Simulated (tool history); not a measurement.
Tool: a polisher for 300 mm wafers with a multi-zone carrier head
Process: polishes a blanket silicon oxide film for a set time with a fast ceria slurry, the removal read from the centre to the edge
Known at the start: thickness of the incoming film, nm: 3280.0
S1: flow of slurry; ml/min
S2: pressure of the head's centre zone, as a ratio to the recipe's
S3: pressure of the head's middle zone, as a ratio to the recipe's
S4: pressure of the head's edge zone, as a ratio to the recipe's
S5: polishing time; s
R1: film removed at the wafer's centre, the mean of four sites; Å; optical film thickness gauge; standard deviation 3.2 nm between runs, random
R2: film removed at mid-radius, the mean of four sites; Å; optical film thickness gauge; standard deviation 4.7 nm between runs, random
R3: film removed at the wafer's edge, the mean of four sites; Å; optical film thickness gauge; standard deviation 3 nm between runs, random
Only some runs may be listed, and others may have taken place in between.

run  hour   S1    S2    S3    S4  S5      R1      R2      R3
  1     0  195     1     1     1  61  6394.5  6339.2  6566.3
  2   8.3  170     1     1     1  61  6318.9  6337.6    6533
  3  16.6  170     1  1.01  0.98  56  5688.2  5854.2  5739.8
  4  25.1  170  0.99  0.99  0.96  53  5369.1  5392.8  5479.6
  5  26.1  170  0.99  0.99  0.93  53  5454.3  5435.4    5368
  6  32.3  170  0.99  1.03  0.93  53  5357.2  5585.7  5440.3
  7  39.1  165  0.99  1.03  0.91  50  5118.7  5181.2  5110.2
  8  40.7  160  0.99  1.05  0.89  47  4748.3  4953.3    4690
  9  47.2  155  0.99  1.05  0.88  45    4458  4721.2  4484.7
 10  52.9  150  0.99  1.05  0.87  44  4337.3  4697.4  4301.1
 11  55.9  145  0.99  1.04  0.86  43  4316.2  4454.9  4219.4
 12  63.5  140  0.99  1.04  0.85  42  4146.8  4315.1  4044.8
 13  64.3  135  0.99  1.04  0.84  42  4126.5  4299.4    4062
 14  69.6  135  0.99  1.04  0.84  41  4042.3  4178.9  3969.5

Run 15 is up next; what results do you expect?
 15  77.6  135  0.99  1.05  0.83  41   ?   ?   ?

R1: 4042.1 Å
R2: 4218 Å
R3: 3890.2 Å
